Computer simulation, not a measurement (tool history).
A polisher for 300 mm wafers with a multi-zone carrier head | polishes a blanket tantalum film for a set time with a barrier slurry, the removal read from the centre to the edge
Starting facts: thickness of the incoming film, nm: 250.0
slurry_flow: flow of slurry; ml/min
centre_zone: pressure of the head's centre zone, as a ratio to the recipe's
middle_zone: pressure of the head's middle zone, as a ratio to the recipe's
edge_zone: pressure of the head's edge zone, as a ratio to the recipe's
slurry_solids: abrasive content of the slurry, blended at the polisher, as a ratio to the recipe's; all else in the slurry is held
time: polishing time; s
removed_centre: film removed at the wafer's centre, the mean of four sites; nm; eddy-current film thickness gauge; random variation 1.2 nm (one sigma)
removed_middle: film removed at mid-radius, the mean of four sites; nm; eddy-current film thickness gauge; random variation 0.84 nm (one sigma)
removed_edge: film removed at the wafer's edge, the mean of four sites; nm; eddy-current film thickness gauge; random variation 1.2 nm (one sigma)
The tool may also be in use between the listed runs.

run	hour	slurry_flow	centre_zone	middle_zone	edge_zone	slurry_solids	time	removed_centre	removed_middle	removed_edge
1	0	285	1	1	1	1	56	66.174	67.505	64.9
2	2.1	285	1	1	0.96	1	56	68.909	67.874	66.384
3	5	285	0.97	1.03	0.96	1.1	58	69.18	74.363	68.685
4	6.9	285	0.97	0.95	0.96	1.1	58	71.059	68.96	68.888
5	11.3	285	0.97	0.87	0.96	1.1	58	71.106	62.669	70.745
6	17.9	285	0.97	0.87	0.96	1.2	58	70.64	65.269	70.642
7	23.2	285	0.96	0.9	0.98	1.3	61	75.248	71.744	78.797

Run 8, settings as shown, results not yet in. Your forecast:
8	30.8	290	0.97	0.96	0.99	1.35	62	?	?	?

removed_centre: 77.02 nm
removed_middle: 78.283 nm
removed_edge: 79.715 nm
